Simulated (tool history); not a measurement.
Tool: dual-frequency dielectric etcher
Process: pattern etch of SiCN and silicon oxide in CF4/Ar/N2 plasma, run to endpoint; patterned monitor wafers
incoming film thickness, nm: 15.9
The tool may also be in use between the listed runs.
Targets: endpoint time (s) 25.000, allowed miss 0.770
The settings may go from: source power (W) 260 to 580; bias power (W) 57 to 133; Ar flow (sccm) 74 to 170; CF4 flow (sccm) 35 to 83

Run 1, hour 0.0: source power (W) 420, bias power (W) 95, Ar flow (sccm) 122, CF4 flow (sccm) 59. Result: endpoint time (s) 20.095.
Run 2, hour 1.0: source power (W) 390, bias power (W) 95, Ar flow (sccm) 122, CF4 flow (sccm) 59. Result: endpoint time (s) 21.031.
Run 3, hour 7.8: source power (W) 370, bias power (W) 94, Ar flow (sccm) 122, CF4 flow (sccm) 59. Result: endpoint time (s) 21.874.
Run 4, hour 16.7: source power (W) 370, bias power (W) 94, Ar flow (sccm) 122, CF4 flow (sccm) 49. Result: endpoint time (s) 22.635.
Run 5, hour 24.1: source power (W) 360, bias power (W) 94, Ar flow (sccm) 122, CF4 flow (sccm) 49. Result: endpoint time (s) 22.589.
Run 6, hour 31.9: source power (W) 360, bias power (W) 94, Ar flow (sccm) 122, CF4 flow (sccm) 45. Result: endpoint time (s) 23.101.
Run 7, hour 32.9: source power (W) 350, bias power (W) 94, Ar flow (sccm) 122, CF4 flow (sccm) 45. Result: endpoint time (s) 23.488.
Run 8, hour 34.2: source power (W) 350, bias power (W) 94, Ar flow (sccm) 122, CF4 flow (sccm) 45. Result: endpoint time (s) 22.856.
Run 9, hour 42.4: source power (W) 340, bias power (W) 93, Ar flow (sccm) 122, CF4 flow (sccm) 45. Result: endpoint time (s) 23.352.
Run 10, hour 50.0: source power (W) 330, bias power (W) 92, Ar flow (sccm) 122, CF4 flow (sccm) 45. Result: endpoint time (s) 23.698.

Which of these 4 next moves meets every target?
Run A, hour 57.6: source power (W) 290, bias power (W) 83, Ar flow (sccm) 128, CF4 flow (sccm) 44. Result: endpoint time (s) ?.
Run B, hour 57.6: source power (W) 330, bias power (W) 90, Ar flow (sccm) 109, CF4 flow (sccm) 36. Result: endpoint time (s) ?.
Run C, hour 57.6: source power (W) 310, bias power (W) 84, Ar flow (sccm) 126, CF4 flow (sccm) 36. Result: endpoint time (s) ?.
Run D, hour 57.6: source power (W) 270, bias power (W) 94, Ar flow (sccm) 131, CF4 flow (sccm) 37. Result: endpoint time (s) ?.

move  endpoint time (s)
   A             26.224
   B             24.434
   C             26.327
   D             26.124
A: takes the result that was furthest off past its target
B: meets every target
C: takes the result that was furthest off past its target
D: takes the result that was furthest off past its target
Move B is the one to make.
